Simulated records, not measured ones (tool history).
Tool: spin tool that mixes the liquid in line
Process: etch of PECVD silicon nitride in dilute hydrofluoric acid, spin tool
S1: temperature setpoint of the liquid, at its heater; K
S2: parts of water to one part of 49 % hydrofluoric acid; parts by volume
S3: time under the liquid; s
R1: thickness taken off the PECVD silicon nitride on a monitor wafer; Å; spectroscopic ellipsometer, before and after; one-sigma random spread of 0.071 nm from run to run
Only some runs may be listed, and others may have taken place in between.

| run | day | S1 | S2 | S3 | R1 |
|---|---|---|---|---|---|
| 1 | 0.000 | 296.15 | 45 | 265 | 96.750 |
| 2 | 0.296 | 295.65 | 45 | 265 | 94.726 |
| 3 | 0.492 | 295.15 | 45 | 265 | 91.500 |
| 4 | 0.858 | 295.15 | 40 | 265 | 100.540 |
| 5 | 1.008 | 294.65 | 40 | 265 | 98.289 |
| 6 | 1.146 | 294.15 | 40 | 265 | 95.828 |

Run 7 comes next. What will it give?
| 7 | 1.450 | 293.65 | 40 | 265 | ? |

Run 7 produced R1 92.829 Å.
